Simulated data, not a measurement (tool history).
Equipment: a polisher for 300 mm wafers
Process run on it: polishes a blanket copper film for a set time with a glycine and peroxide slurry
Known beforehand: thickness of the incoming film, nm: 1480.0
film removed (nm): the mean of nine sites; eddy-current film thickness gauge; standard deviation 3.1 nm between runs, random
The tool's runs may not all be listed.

run    day  flow of slurry (ml/min)  pressure of the wafer on the pad (kPa)  speed of the pad under the wafer (cm/s)  polishing time (s)  film removed (nm)
  1  0.000                      290                                    20.7                                      126                  44             327.90
  2  0.075                      295                                    22.8                                      126                  44             358.13
  3  0.375                      295                                    22.8                                      126                  39             319.30
  4  0.746                      265                                    22.8                                      126                  39             316.66
  5  1.067                      210                                    22.8                                      126                  39             306.35
  6  1.379                      240                                    24.8                                      126                  39             336.74
  7  1.675                      265                                    26.2                                      126                  39             359.43
  8  2.038                      290                                    27.6                                      126                  39             379.75
  9  2.162                      305                                    28.3                                      128                  39             394.13
 10  2.212                      315                                    29.0                                      130                  39             409.39

What will run 11 give?
 11  2.350                      325                                    29.6                                      132                  39                  ?

film removed (nm): 416.34
